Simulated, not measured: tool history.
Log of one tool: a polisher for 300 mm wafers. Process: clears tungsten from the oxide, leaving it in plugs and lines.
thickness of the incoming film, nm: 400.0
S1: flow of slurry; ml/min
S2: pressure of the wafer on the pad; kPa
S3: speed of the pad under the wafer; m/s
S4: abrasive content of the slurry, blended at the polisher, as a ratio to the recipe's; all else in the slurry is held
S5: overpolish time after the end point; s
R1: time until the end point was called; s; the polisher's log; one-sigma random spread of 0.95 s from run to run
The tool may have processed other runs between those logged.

{"run": 1, "hour": 0.0, "S1": 215, "S2": 27.6, "S3": 0.9, "S4": 1.0, "S5": 9, "R1": 106.43}
{"run": 2, "hour": 6.0, "S1": 215, "S2": 29.0, "S3": 0.9, "S4": 1.0, "S5": 9, "R1": 101.87}
{"run": 3, "hour": 10.9, "S1": 215, "S2": 29.0, "S3": 0.9, "S4": 1.0, "S5": 7, "R1": 104.01}
{"run": 4, "hour": 16.8, "S1": 215, "S2": 30.3, "S3": 0.9, "S4": 1.0, "S5": 7, "R1": 98.533}
{"run": 5, "hour": 19.7, "S1": 215, "S2": 31.0, "S3": 0.9, "S4": 1.0, "S5": 7, "R1": 96.068}
{"run": 6, "hour": 22.5, "S1": 215, "S2": 31.7, "S3": 0.9, "S4": 1.0, "S5": 7, "R1": 92.255}

Estimate the outcome of run 7 from the log above:
{"run": 7, "hour": 30.1, "S1": 215, "S2": 32.4, "S3": 0.9, "S4": 1.0, "S5": 7, "R1": "?"}

{"run 7": {"R1": 92.342}}
